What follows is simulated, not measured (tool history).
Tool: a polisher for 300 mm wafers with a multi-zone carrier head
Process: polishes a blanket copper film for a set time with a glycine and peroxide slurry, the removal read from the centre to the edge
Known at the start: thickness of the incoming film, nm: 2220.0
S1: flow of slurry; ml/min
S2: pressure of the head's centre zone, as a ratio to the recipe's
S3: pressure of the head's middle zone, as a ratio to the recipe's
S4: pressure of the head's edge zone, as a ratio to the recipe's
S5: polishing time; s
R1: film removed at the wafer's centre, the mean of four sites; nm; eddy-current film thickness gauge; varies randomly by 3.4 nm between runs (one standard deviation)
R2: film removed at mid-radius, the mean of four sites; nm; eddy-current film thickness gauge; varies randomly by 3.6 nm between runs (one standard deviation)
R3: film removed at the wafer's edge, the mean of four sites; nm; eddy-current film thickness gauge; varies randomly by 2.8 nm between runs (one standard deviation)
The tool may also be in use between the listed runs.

run	hour	S1	S2	S3	S4	S5	R1	R2	R3
1	0.0	205	1.00	1.00	1.00	85	335.51	325.00	335.93
2	2.1	205	1.00	1.00	0.93	85	340.42	327.75	323.94
3	4.6	200	1.02	0.97	0.90	82	328.97	311.96	305.51
4	11.6	200	1.02	1.01	0.90	82	337.18	320.59	304.33
5	15.8	200	1.09	1.01	0.90	82	356.23	320.01	305.80
6	19.1	195	1.11	0.97	0.88	80	355.19	302.28	299.20
7	23.4	190	1.12	0.95	0.86	78	346.39	289.47	293.84
8	30.8	190	1.12	0.95	0.86	78	343.26	289.22	287.71
9	36.5	185	1.13	0.94	0.85	77	336.49	289.61	285.14

Predict the results of run 10:
10	41.0	205	1.19	0.88	0.86	71	?	?	?

{"run 10": {"R1": 341.02, "R2": 257.39, "R3": 263.51}}
